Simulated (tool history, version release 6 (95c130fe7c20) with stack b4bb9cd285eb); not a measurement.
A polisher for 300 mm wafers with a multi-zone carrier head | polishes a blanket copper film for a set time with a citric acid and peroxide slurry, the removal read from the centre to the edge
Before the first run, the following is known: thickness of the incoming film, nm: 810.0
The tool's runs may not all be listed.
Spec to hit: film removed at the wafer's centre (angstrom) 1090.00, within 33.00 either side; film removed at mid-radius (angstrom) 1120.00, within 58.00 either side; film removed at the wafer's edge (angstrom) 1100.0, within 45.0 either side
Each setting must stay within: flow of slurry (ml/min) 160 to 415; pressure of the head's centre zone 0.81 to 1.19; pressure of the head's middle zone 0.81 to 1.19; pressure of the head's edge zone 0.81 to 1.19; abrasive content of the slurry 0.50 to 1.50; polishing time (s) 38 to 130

run	hour	flow of slurry (ml/min)	pressure of the head's centre zone	pressure of the head's middle zone	pressure of the head's edge zone	abrasive content of the slurry	polishing time (s)	film removed at the wafer's centre (angstrom)	film removed at mid-radius (angstrom)	film removed at the wafer's edge (angstrom)
1	0.0	265	1.00	1.00	1.00	1.00	84	1658.80	1865.60	1867.5
2	6.0	265	1.01	0.99	0.98	0.95	79	1585.50	1755.20	1701.6
3	11.9	265	1.01	0.99	1.05	0.95	79	1598.60	1699.40	1817.6
4	16.9	265	1.01	0.99	1.05	1.05	79	1605.40	1755.50	1823.9
5	21.5	225	1.01	0.99	1.05	1.05	79	1610.90	1687.80	1792.2
6	23.6	225	1.01	0.99	1.05	1.05	87	1763.80	1908.10	2027.6
7	27.4	220	1.00	0.98	1.02	0.95	83	1619.80	1747.90	1815.4
8	33.1	215	0.99	0.96	1.00	0.90	80	1495.80	1638.50	1737.1
9	34.8	215	1.00	0.96	0.98	0.85	76	1438.10	1535.40	1599.9
10	38.9	215	1.00	0.96	0.98	0.85	76	1440.00	1522.50	1598.8
# hour 47.1: centre zone pressure recalibrated
11	47.1	215	1.00	0.96	0.96	0.80	73	1472.50	1449.20	1477.4
12	54.0	200	0.90	0.96	0.95	0.55	54	933.17	979.40	1037.6
13	54.6	210	0.91	0.97	0.95	0.55	54	936.99	975.34	1008.3
14	62.6	210	0.92	0.98	0.95	0.60	54	949.80	1019.40	1037.0
15	70.0	215	0.93	0.98	0.95	0.60	54	967.08	1019.90	1053.5
16	74.2	220	0.94	0.99	0.95	0.60	54	977.78	1031.20	1062.1
17	80.2	225	0.95	0.99	0.94	0.60	54	1001.20	1040.60	1056.6

Which of these 4 next moves meets every target?
A	86.2	250	0.91	1.01	0.94	0.55	57	?	?	?
B	86.2	225	1.01	0.94	0.96	0.85	57	?	?	?
C	86.2	165	1.03	1.04	0.95	0.80	56	?	?	?
D	86.2	200	1.04	0.96	1.01	0.50	63	?	?	?

move	film removed at the wafer's centre (angstrom)	film removed at mid-radius (angstrom)	film removed at the wafer's edge (angstrom)
A	1023.40	1074.90	1090.9
B	1182.90	1087.20	1189.7
C	1095.30	1087.20	1101.9
D	1178.40	1081.00	1196.5
A: better than the last run, though not everything is in spec
B: takes the biggest miss from the last run beyond its target
C: every result lands within tolerance
D: takes the biggest miss from the last run beyond its target
Answer: C

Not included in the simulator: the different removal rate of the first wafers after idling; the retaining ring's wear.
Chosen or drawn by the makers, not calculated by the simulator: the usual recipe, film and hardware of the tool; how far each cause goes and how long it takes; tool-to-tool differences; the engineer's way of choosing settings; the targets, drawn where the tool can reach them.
